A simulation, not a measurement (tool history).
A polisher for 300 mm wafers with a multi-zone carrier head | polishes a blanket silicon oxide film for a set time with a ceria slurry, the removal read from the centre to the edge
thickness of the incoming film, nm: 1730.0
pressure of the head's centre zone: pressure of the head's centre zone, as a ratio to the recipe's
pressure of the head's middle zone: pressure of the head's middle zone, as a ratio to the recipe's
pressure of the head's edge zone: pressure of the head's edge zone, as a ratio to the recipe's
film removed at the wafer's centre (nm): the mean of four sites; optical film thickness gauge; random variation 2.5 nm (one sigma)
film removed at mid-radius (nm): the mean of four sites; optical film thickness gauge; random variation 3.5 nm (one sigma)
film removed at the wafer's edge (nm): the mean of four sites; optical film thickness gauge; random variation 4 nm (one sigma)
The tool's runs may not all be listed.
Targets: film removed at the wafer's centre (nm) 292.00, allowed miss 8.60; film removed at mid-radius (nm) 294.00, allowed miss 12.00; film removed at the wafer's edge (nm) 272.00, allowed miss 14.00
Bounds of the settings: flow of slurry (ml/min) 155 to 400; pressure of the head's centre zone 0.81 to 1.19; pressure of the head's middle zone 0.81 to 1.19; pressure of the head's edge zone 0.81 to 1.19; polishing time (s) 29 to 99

run  hour  flow of slurry (ml/min)  pressure of the head's centre zone  pressure of the head's middle zone  pressure of the head's edge zone  polishing time (s)  film removed at the wafer's centre (nm)  film removed at mid-radius (nm)  film removed at the wafer's edge (nm)
  1   0.0                      255                                1.00                                1.00                              1.00                  64                                   347.49                           348.95                                 344.19
  2   0.5                      255                                1.06                                1.00                              1.00                  64                                   364.79                           349.01                                 346.72
  3   1.2                      255                                1.06                                0.94                              1.00                  64                                   365.44                           328.14                                 342.90
  4   3.7                      255                                1.09                                0.94                              1.00                  64                                   372.21                           335.45                                 336.81
      7.3  -- worn pad replaced by a new one
  5   7.3                      255                                1.09                                0.94                              1.00                  76                                   475.90                           424.56                                 448.18
  6  14.1                      200                                1.09                                0.94                              1.00                  76                                   468.08                           409.34                                 444.43
  7  17.5                      210                                1.07                                0.95                              0.98                  73                                   444.50                           400.08                                 421.95
  8  21.1                      215                                1.07                                0.97                              0.99                  70                                   429.82                           386.94                                 413.71

Which of these 5 next moves meets every target?
  A  24.7                      185                                1.05                                0.97                              0.99                  59                                        ?                                ?                                      ?
  B  24.7                      360                                1.04                                1.05                              0.94                  46                                        ?                                ?                                      ?
  C  24.7                      165                                1.08                                0.84                              1.01                  54                                        ?                                ?                                      ?
  D  24.7                      155                                0.92                                0.99                              0.96                  57                                        ?                                ?                                      ?
  E  24.7                      310                                1.03                                1.00                              0.87                  56                                        ?                                ?                                      ?

move  film removed at the wafer's centre (nm)  film removed at mid-radius (nm)  film removed at the wafer's edge (nm)
   A                                   339.96                           319.09                                 341.09
   B                                   287.18                           288.09                                 275.28
   C                                   311.59                           253.95                                 311.13
   D                                   282.25                           303.86                                 317.08
   E                                   341.45                           332.07                                 320.29
A: nearer than the last run, and not there yet
B: meets every target
C: nearer than the last run, and not there yet
D: takes the result that was furthest off past its target
E: nearer than the last run, and not there yet
Answer: B
